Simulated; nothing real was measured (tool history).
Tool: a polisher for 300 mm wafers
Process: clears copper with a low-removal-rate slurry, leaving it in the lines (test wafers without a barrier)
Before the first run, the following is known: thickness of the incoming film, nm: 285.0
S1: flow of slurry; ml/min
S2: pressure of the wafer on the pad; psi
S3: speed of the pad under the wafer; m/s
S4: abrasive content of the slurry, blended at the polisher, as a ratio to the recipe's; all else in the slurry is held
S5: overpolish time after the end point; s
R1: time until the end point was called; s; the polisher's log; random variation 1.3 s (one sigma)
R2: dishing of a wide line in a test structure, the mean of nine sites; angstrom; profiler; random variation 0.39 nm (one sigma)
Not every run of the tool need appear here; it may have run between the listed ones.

run 1 hour=0.0 | S1=140 S2=2.4 S3=1.24 S4=1.0 S5=13 | R1=82.947 R2=284.25
run 2 hour=0.8 | S1=140 S2=2.4 S3=1.24 S4=1.0 S5=17 | R1=86.364 R2=359.70
run 3 hour=4.4 | S1=140 S2=2.0 S3=1.24 S4=1.0 S5=17 | R1=98.383 R2=302.95
run 4 hour=10.0 | S1=140 S2=2.0 S3=1.24 S4=1.2 S5=17 | R1=91.385 R2=313.65
run 5 hour=18.5 | S1=110 S2=2.0 S3=1.24 S4=1.2 S5=17 | R1=98.513 R2=302.62
run 6 hour=19.2 | S1=110 S2=2.0 S3=1.12 S4=1.2 S5=17 | R1=111.310 R2=289.16
run 7 hour=26.5 | S1=115 S2=2.0 S3=1.14 S4=1.2 S5=16 | R1=104.580 R2=282.99

Predict the results of run 8:
run 8 hour=29.9 | S1=115 S2=2.0 S3=1.16 S4=1.2 S5=15 | R1=? R2=?

{"run 8": {"R1": 103.9, "R2": 259.95}}

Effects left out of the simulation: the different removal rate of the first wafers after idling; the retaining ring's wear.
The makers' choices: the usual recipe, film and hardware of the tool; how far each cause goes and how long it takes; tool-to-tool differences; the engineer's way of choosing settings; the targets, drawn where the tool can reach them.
